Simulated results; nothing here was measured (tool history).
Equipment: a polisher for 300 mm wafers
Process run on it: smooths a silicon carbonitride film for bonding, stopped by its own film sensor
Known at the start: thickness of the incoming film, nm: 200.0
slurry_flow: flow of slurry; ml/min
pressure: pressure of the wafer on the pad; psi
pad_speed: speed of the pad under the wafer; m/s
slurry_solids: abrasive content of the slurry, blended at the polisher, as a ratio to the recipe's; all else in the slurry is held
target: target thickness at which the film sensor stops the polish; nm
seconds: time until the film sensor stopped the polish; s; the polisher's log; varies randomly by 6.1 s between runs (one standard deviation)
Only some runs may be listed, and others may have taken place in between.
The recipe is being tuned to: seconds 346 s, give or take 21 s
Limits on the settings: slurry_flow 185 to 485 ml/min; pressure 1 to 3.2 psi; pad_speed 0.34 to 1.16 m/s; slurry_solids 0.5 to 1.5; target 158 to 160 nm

run,hour,slurry_flow,pressure,pad_speed,slurry_solids,target,seconds
1,0,310,2.1,0.74,1,160,260.96
2,2.7,310,1.9,0.74,1,160,297.43
3,11.5,310,1.9,0.74,0.9,160,306.05
4,15.4,310,1.8,0.74,0.9,160,320.3
5,22.2,360,1.8,0.74,0.9,160,309.84
6,23.7,395,1.8,0.74,0.9,160,303.51
# hour 26.9: head pressure recalibrated
7,26.9,395,1.7,0.74,0.9,160,306.68
8,31,385,1.6,0.74,0.9,160,315.29

Next run, 5 choices. One meets every target within its allowed miss, the rest don't. Which?
A,35.1,425,1.6,0.88,0.85,160,?
B,35.1,390,1.6,0.78,0.95,160,?
C,35.1,355,1.5,0.88,0.9,159,?
D,35.1,360,1.8,0.74,0.95,159,?
E,35.1,400,1.7,0.76,0.55,160,?

move,seconds
A,274.3
B,292.38
C,297.16
D,280.79
E,340.7
A: its largest miss is bigger than the last run's
B: its largest miss is bigger than the last run's
C: its largest miss is bigger than the last run's
D: its largest miss is bigger than the last run's
E: meets every target
E meets every target.

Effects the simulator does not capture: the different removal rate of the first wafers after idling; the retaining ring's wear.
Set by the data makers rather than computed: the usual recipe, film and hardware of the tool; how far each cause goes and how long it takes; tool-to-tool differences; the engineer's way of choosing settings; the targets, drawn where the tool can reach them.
